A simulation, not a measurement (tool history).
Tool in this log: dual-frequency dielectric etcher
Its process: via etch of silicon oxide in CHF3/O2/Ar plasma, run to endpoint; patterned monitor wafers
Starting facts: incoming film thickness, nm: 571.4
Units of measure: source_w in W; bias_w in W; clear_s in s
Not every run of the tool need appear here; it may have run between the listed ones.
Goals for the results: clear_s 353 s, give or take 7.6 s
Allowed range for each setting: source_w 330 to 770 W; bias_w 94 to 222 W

run	hour	source_w	bias_w	clear_s
1	0	550	158	309.92
2	6	510	155	320.37
3	7.3	600	155	300.73
4	16.1	600	166	292.22
5	21.8	550	163	305.93
6	30	550	150	315.47
7	31.2	520	148	327.64
8	33.1	500	147	329.73
9	42	480	146	337.35
10	47.4	470	145	337.82
11	50.3	470	145	339.81
12	58.9	470	145	339.4
13	65.7	460	144	345.03

4 next moves are on the table. One of them brings every result within its allowed miss. Which?
A	72.5	390	129	?
B	72.5	380	145	?
C	72.5	510	148	?
D	72.5	400	158	?

move	clear_s
A	380.84
B	370.9
C	327.59
D	353.43
A: carries the result that was furthest off beyond its target, to the other side
B: carries the result that was furthest off beyond its target, to the other side
C: misses by more than the last run did
D: each result inside its tolerance
D meets every target.

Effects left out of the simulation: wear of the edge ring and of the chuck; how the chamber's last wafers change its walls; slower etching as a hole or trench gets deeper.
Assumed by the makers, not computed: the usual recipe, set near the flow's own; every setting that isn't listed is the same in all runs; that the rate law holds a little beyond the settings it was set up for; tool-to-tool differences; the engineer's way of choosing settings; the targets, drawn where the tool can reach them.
